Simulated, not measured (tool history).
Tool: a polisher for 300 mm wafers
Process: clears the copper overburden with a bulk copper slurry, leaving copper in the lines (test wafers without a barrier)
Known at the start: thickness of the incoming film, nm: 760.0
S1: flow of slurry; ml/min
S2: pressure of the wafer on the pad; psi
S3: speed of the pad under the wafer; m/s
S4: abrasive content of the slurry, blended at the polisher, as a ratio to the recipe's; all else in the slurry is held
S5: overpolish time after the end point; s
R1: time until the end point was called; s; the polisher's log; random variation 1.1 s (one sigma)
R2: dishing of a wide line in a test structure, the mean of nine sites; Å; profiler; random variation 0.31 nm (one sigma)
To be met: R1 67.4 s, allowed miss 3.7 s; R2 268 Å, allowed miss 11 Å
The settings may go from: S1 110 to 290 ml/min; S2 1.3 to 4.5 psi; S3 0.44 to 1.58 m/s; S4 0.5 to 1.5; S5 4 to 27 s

| run | hour | S1 | S2 | S3 | S4 | S5 | R1 | R2 |
|---|---|---|---|---|---|---|---|---|
| 1 | 0 | 185 | 2.9 | 1 | 1 | 14 | 69.963 | 544.65 |
| 2 | 0.9 | 195 | 2.4 | 1.1 | 1.05 | 11 | 73.553 | 472.27 |
| 3 | 3.8 | 195 | 1.7 | 1.1 | 1.05 | 11 | 96.661 | 406.74 |
| 4 | 8.3 | 195 | 1.7 | 1.1 | 1.1 | 11 | 93.565 | 401.5 |
| 5 | 9.1 | 195 | 1.7 | 1.1 | 1.1 | 8 | 95.348 | 336.48 |
| 6 | 15.4 | 165 | 1.7 | 1.18 | 1.25 | 7 | 90.4 | 322.88 |
| 7 | 17.2 | 145 | 1.6 | 1.32 | 1.35 | 6 | 85.468 | 299.97 |
| 8 | 23.6 | 135 | 1.6 | 1.4 | 1.4 | 5 | 80.948 | 276.13 |
| 9 | 25.4 | 130 | 1.7 | 1.46 | 1.45 | 5 | 73.549 | 291.39 |
| 10 | 30 | 125 | 1.7 | 1.5 | 1.45 | 5 | 73.496 | 291.04 |
| 11 | 30.9 | 175 | 1.3 | 1.58 | 1.5 | 4 | 78.938 | 236.06 |
| 12 | 38.7 | 175 | 1.4 | 1.58 | 1.5 | 4 | 72.221 | 243.65 |
| 13 | 45.4 | 175 | 1.5 | 1.58 | 1.5 | 4 | 69.202 | 252.37 |

Which of these 5 next moves meets every target?
| A | 52.1 | 195 | 1.9 | 1.58 | 1.5 | 4 | ? | ? |
| B | 52.1 | 165 | 1.7 | 1.52 | 1.45 | 4 | ? | ? |
| C | 52.1 | 210 | 1.8 | 1.58 | 1.5 | 4 | ? | ? |
| D | 52.1 | 230 | 1.8 | 1.58 | 1.35 | 4 | ? | ? |
| E | 52.1 | 225 | 1.8 | 1.58 | 1.5 | 4 | ? | ? |

| move | R1 | R2 |
|---|---|---|
| A | 59.675 | 302.55 |
| B | 69.77 | 269.21 |
| C | 61.573 | 295.22 |
| D | 61.887 | 294.16 |
| E | 61.017 | 297.1 |
A: takes the result that was furthest off past its target
B: meets every target
C: takes the result that was furthest off past its target
D: takes the result that was furthest off past its target
E: takes the result that was furthest off past its target
The right move is B.

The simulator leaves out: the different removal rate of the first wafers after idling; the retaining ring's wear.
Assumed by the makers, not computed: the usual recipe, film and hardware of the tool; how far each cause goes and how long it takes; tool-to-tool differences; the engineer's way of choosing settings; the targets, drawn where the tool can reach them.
